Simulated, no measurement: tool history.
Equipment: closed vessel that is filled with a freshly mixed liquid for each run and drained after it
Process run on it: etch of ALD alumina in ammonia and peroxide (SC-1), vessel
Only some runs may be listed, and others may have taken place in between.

| run | hour | temperature setpoint of the liquid (°C) | parts of 29 % ammonia solution to one part of 30 % peroxide (parts by volume) | time in the liquid (s) | thickness taken off the ALD alumina on a monitor wafer (Å) |
|---|---|---|---|---|---|
| 1 | 0 | 48 | 0.8 | 335 | 136.49 |
| 2 | 3.8 | 47 | 0.8 | 335 | 129.06 |
| 3 | 6.7 | 40.5 | 0.8 | 335 | 88.58 |
| 4 | 14.1 | 38 | 0.8 | 335 | 76.686 |
| 5 | 22.9 | 39 | 0.8 | 335 | 80.489 |
| 6 | 25.4 | 39.5 | 0.8 | 335 | 83.203 |
| 7 | 29.9 | 40 | 0.8 | 335 | 85.986 |
| 8 | 37.8 | 40.5 | 0.8 | 335 | 88.994 |
| 9 | 43.4 | 41 | 0.8 | 335 | 90.362 |
| 10 | 45.3 | 41.5 | 0.8 | 335 | 93.527 |

Run 11 has not been measured yet. What should we expect?
| 11 | 49.7 | 42 | 0.8 | 335 | ? |

thickness taken off the ALD alumina on a monitor wafer (Å): 95.846
